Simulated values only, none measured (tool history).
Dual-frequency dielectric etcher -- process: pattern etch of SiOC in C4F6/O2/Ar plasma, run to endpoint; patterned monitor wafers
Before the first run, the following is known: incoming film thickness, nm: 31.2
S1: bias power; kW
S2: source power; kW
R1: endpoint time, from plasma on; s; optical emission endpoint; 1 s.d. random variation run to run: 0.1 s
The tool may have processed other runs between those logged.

| run | hour | S1 | S2 | R1 |
|---|---|---|---|---|
| 1 | 0.0 | 0.604 | 0.250 | 12.087 |
| 2 | 1.3 | 0.571 | 0.240 | 12.525 |
| 3 | 6.2 | 0.542 | 0.230 | 13.029 |
| 4 | 9.2 | 0.542 | 0.260 | 12.364 |
| 5 | 17.7 | 0.517 | 0.250 | 12.738 |
| 6 | 22.9 | 0.496 | 0.240 | 13.213 |
| 7 | 26.9 | 0.478 | 0.230 | 13.762 |
| 8 | 32.8 | 0.462 | 0.220 | 14.292 |
| 9 | 34.0 | 0.449 | 0.220 | 14.433 |
| 10 | 42.3 | 0.437 | 0.220 | 14.525 |
| 11 | 49.4 | 0.427 | 0.220 | 14.780 |
| 12 | 50.7 | 0.418 | 0.220 | 14.702 |
| 13 | 57.3 | 0.410 | 0.220 | 14.797 |
| 14 | 66.0 | 0.403 | 0.220 | 14.865 |
| 15 | 68.4 | 0.397 | 0.220 | 14.896 |

What does the tool deliver on the next run?
| 16 | 77.1 | 0.392 | 0.220 | ? |

Run 16 measured R1 15.021 s.
